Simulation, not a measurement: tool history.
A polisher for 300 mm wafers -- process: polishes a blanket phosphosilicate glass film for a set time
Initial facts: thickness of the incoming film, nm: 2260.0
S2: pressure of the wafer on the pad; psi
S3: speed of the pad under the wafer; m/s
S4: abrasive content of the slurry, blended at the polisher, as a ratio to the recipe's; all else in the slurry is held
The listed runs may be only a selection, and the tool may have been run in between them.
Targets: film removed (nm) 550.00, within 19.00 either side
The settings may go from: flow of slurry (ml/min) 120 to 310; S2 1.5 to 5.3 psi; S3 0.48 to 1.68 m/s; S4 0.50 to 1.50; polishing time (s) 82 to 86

Run 1, hour 0.0: flow of slurry (ml/min) 200, S2 3.4 psi, S3 1.08 m/s, S4 1.00, polishing time (s) 82. Result: film removed (nm) 836.94.
Run 2, hour 1.7: flow of slurry (ml/min) 200, S2 3.4 psi, S3 1.20 m/s, S4 1.00, polishing time (s) 82. Result: film removed (nm) 898.61.
Run 3, hour 2.3: flow of slurry (ml/min) 200, S2 3.9 psi, S3 1.20 m/s, S4 1.00, polishing time (s) 82. Result: film removed (nm) 1029.40.
Run 4, hour 8.6: flow of slurry (ml/min) 200, S2 3.5 psi, S3 1.20 m/s, S4 1.00, polishing time (s) 82. Result: film removed (nm) 924.01.
Run 5, hour 15.3: flow of slurry (ml/min) 200, S2 3.2 psi, S3 1.20 m/s, S4 1.00, polishing time (s) 82. Result: film removed (nm) 846.88.
Run 6, hour 19.6: flow of slurry (ml/min) 200, S2 3.0 psi, S3 1.20 m/s, S4 1.00, polishing time (s) 82. Result: film removed (nm) 804.78.
Run 7, hour 25.5: flow of slurry (ml/min) 200, S2 2.8 psi, S3 1.20 m/s, S4 1.00, polishing time (s) 82. Result: film removed (nm) 749.41.
Run 8, hour 31.8: flow of slurry (ml/min) 200, S2 2.6 psi, S3 1.20 m/s, S4 1.00, polishing time (s) 82. Result: film removed (nm) 689.26.
Run 9, hour 40.4: flow of slurry (ml/min) 200, S2 2.5 psi, S3 1.20 m/s, S4 1.00, polishing time (s) 82. Result: film removed (nm) 668.52.

Which single option among these 4 for the next run brings every result within its allowed miss of target? Just one does.
Run A, hour 49.0: flow of slurry (ml/min) 140, S2 2.1 psi, S3 0.94 m/s, S4 1.45, polishing time (s) 82. Result: film removed (nm) ?.
Run B, hour 49.0: flow of slurry (ml/min) 205, S2 1.8 psi, S3 1.32 m/s, S4 0.90, polishing time (s) 85. Result: film removed (nm) ?.
Run C, hour 49.0: flow of slurry (ml/min) 210, S2 3.0 psi, S3 1.30 m/s, S4 0.95, polishing time (s) 86. Result: film removed (nm) ?.
Run D, hour 49.0: flow of slurry (ml/min) 150, S2 1.8 psi, S3 1.42 m/s, S4 0.80, polishing time (s) 86. Result: film removed (nm) ?.

move  film removed (nm)
   A             543.12
   B             506.91
   C             854.62
   D             485.15
A: all results in spec
B: moves the result that the last run missed by most past its target, out the other side
C: the biggest miss grows against the last run
D: moves the result that the last run missed by most past its target, out the other side
The move that meets every target is A.
